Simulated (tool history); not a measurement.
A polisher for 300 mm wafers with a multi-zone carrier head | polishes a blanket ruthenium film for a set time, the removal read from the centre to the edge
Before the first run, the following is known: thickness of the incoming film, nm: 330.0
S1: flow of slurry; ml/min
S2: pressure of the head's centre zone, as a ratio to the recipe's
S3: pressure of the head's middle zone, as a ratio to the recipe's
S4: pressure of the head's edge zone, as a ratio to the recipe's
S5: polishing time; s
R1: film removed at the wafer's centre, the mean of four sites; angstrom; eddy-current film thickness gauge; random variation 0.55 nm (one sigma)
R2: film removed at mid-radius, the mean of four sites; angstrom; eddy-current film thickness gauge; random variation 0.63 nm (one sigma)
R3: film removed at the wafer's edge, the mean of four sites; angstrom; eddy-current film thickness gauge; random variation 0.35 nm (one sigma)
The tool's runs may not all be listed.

run 1 hour=0.0 | S1=225 S2=1.00 S3=1.00 S4=1.00 S5=50 | R1=606.44 R2=606.66 R3=622.55
run 2 hour=7.5 | S1=220 S2=0.98 S3=1.00 S4=0.98 S5=47 | R1=560.10 R2=563.57 R3=568.52
run 3 hour=9.0 | S1=220 S2=1.03 S3=1.00 S4=0.98 S5=47 | R1=582.83 R2=564.52 R3=570.93
run 4 hour=17.0 | S1=210 S2=0.99 S3=1.00 S4=0.97 S5=45 | R1=530.57 R2=550.81 R3=542.01
run 5 hour=25.6 | S1=205 S2=0.97 S3=0.98 S4=0.95 S5=43 | R1=503.73 R2=513.57 R3=506.87
run 6 hour=28.6 | S1=200 S2=0.94 S3=0.97 S4=0.95 S5=42 | R1=473.71 R2=485.14 R3=504.16
run 7 hour=34.5 | S1=195 S2=0.92 S3=0.97 S4=0.93 S5=41 | R1=432.85 R2=478.56 R3=483.98
run 8 hour=41.2 | S1=190 S2=0.92 S3=0.96 S4=0.91 S5=40 | R1=429.86 R2=457.67 R3=463.42
run 9 hour=43.1 | S1=185 S2=0.91 S3=0.96 S4=0.89 S5=40 | R1=425.61 R2=464.83 R3=455.76
run 10 hour=46.6 | S1=180 S2=0.90 S3=0.95 S4=0.88 S5=40 | R1=419.61 R2=448.77 R3=449.59
run 11 hour=49.2 | S1=175 S2=0.89 S3=0.95 S4=0.87 S5=40 | R1=412.82 R2=451.62 R3=448.55
run 12 hour=56.4 | S1=175 S2=0.88 S3=0.95 S4=0.86 S5=40 | R1=406.24 R2=448.68 R3=454.09
run 13 hour=57.2 | S1=170 S2=0.88 S3=0.95 S4=0.85 S5=40 | R1=415.60 R2=447.79 R3=450.12

The next listed run, before its measurement:
run 14 hour=63.9 | S1=170 S2=0.87 S3=0.95 S4=0.85 S5=39 | R1=? R2=? R3=?

R1: 400.08 angstrom
R2: 434.71 angstrom
R3: 428.44 angstrom

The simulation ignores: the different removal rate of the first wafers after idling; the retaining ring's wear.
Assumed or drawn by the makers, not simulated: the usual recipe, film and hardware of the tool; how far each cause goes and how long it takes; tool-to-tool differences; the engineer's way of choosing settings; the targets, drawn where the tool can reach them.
